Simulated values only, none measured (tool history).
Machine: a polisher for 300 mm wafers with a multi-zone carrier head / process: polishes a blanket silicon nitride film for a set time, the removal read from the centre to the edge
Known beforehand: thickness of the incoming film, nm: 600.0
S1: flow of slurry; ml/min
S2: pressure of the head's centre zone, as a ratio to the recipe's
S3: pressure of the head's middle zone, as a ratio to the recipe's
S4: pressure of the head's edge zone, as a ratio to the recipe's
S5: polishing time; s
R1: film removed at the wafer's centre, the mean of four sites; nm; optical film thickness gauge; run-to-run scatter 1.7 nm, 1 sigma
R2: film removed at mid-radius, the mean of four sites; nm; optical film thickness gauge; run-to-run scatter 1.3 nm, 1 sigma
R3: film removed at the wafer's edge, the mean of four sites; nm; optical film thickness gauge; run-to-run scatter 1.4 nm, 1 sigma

run	hour	S1	S2	S3	S4	S5	R1	R2	R3
1	0	270	1	1	1	42	74.077	76.826	75.129
2	6.2	275	1.02	1.03	1.01	45	80.437	83.924	79.944
3	10.6	280	1.03	1.05	1.02	48	89.831	90.12	85.768
4	13.4	285	1.02	1.07	1.02	51	93.236	96.571	90.563
5	18.4	285	1.02	1.09	1.02	53	93.936	104.09	97.116
6	19.1	285	1.02	1.09	0.94	53	94.757	101.45	91.857
7	25.2	290	1.03	1.11	0.95	55	98.574	106.5	96.742

What does the tool deliver on the next run?
8	26	295	1.04	1.13	0.95	56	?	?	?

{"run 8": {"R1": 102.85, "R2": 112.13, "R3": 96.911}}
